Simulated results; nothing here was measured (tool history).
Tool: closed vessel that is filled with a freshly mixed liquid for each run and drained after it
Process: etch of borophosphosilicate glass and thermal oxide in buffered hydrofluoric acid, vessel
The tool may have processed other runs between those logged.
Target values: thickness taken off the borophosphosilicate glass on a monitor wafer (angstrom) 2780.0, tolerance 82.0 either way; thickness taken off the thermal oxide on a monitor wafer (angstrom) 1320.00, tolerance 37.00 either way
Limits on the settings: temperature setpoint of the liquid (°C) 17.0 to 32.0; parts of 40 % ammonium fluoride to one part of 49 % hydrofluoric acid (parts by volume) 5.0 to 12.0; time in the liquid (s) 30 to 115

run	day	temperature setpoint of the liquid (°C)	parts of 40 % ammonium fluoride to one part of 49 % hydrofluoric acid (parts by volume)	time in the liquid (s)	thickness taken off the borophosphosilicate glass on a monitor wafer (angstrom)	thickness taken off the thermal oxide on a monitor wafer (angstrom)
1	0.000	24.0	7.0	60	2003.7	952.25
2	0.325	25.0	7.0	60	2113.1	1004.70
3	0.692	26.5	7.0	60	2302.4	1070.90
4	0.892	27.0	7.0	60	2362.1	1102.20
5	0.996	27.0	7.0	45	1747.3	838.77
6	1.146	29.5	7.0	45	1991.4	964.97
# day 1.388: thermometer replaced
7	1.388	30.0	6.5	45	2407.6	1153.50
8	1.500	30.5	6.5	45	2479.5	1191.50
9	1.675	31.0	6.5	45	2530.7	1231.70
10	1.892	31.5	6.5	45	2585.9	1252.00
11	2.117	31.5	6.5	50	2901.2	1391.90

Exercise: of the 5 proposed moves below, exactly one satisfies all targets within the stated allowed misses. Which move is it?
A	2.342	31.0	7.0	55	?	?
B	2.342	28.5	12.0	100	?	?
C	2.342	27.0	7.0	70	?	?
D	2.342	25.5	8.0	85	?	?
E	2.342	29.5	6.5	60	?	?

move	thickness taken off the borophosphosilicate glass on a monitor wafer (angstrom)	thickness taken off the thermal oxide on a monitor wafer (angstrom)
A	2897.5	1379.60
B	2751.0	1314.10
C	2994.1	1422.20
D	2902.0	1379.50
E	3122.4	1483.90
A: an improvement on the last run, though not all results are within tolerance
B: meets every target
C: the biggest miss grows against the last run
D: an improvement on the last run, though not all results are within tolerance
E: the biggest miss grows against the last run
B meets every target.

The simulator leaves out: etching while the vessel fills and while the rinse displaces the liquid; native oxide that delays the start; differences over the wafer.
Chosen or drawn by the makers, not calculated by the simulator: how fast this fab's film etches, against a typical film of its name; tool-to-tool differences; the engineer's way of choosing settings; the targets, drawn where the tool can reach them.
